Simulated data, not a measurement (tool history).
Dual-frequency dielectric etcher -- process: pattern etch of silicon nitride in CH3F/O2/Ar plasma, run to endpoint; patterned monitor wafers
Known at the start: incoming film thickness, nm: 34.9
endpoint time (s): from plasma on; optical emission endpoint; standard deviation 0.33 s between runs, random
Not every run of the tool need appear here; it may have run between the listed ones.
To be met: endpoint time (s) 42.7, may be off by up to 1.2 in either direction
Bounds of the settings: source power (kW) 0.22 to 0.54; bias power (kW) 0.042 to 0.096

run  hour  source power (kW)  bias power (kW)  endpoint time (s)
  1     0               0.38            0.069             49.138
  2   1.6               0.33            0.069             51.446
  3   4.9               0.33            0.063             53.763
  4   6.6               0.36            0.065             51.258
  5  10.6                0.3            0.065             54.766
  6  14.3               0.33            0.067             52.536
  7  18.2               0.36            0.068             50.925
  8  23.6               0.44            0.081              44.36

Next run, 5 choices. One meets every target within its allowed miss, the rest don't. Which?
  A    29               0.45            0.078                  ?
  B    29               0.47            0.083                  ?
  C    29                0.4            0.077                  ?
  D    29               0.41            0.073                  ?
  E    29               0.39            0.085                  ?

move  endpoint time (s)
   A             44.321
   B             42.666
   C             46.339
   D             46.883
   E             45.012
A: about as far from the targets as the last run
B: meets every target
C: moves away from the targets compared with the last run
D: moves away from the targets compared with the last run
E: moves away from the targets compared with the last run
Answer: B

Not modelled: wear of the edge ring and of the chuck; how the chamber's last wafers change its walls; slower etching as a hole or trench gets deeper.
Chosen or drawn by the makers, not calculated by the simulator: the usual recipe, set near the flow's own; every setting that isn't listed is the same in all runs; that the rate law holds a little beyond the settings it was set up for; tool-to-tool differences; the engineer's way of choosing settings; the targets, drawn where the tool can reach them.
